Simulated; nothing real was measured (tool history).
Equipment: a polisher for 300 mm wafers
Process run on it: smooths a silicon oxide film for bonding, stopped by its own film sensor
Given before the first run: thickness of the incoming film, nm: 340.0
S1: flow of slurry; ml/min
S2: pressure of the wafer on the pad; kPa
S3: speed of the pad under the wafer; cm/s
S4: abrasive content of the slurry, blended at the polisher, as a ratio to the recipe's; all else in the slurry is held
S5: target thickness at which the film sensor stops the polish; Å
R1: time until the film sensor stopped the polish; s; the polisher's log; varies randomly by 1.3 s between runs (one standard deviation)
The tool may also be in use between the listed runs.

run	hour	S1	S2	S3	S4	S5	R1
1	0	225	17.9	100	1	2420	125.25
2	2.1	225	17.9	100	1	2380	131.15
3	9.9	225	19.3	100	1	2380	119.47
4	18.5	205	19.3	100	1	2380	123.05
5	25.6	205	19.3	100	1	2420	117.96
6	26.8	210	20	100	1	2420	112.58
7	27.4	210	20.7	100	1	2420	108.91
8	33.1	210	21.4	100	1	2420	107.81

Estimate the outcome of run 9 from the log above:
9	38.8	210	22.1	100	1	2420	?

{"run 9": {"R1": 103.19}}

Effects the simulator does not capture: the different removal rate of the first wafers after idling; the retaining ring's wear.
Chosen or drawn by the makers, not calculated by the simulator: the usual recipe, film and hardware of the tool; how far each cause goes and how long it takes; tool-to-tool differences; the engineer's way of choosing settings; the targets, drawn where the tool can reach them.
